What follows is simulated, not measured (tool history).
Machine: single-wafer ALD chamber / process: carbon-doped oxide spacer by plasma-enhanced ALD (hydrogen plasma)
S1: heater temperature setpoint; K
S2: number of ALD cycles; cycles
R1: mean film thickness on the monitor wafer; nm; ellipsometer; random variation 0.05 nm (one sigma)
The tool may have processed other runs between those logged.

run,hour,S1,S2,R1
1,0.0,693.15,259,13.552
2,1.9,689.15,259,13.680
3,8.3,695.15,259,13.479
4,16.8,687.15,259,13.729
5,17.7,689.15,256,13.646
6,18.9,691.15,254,13.361
7,22.5,693.15,253,13.222

The next listed run, before its measurement:
8,30.0,695.15,252,?

R1: 13.132 nm
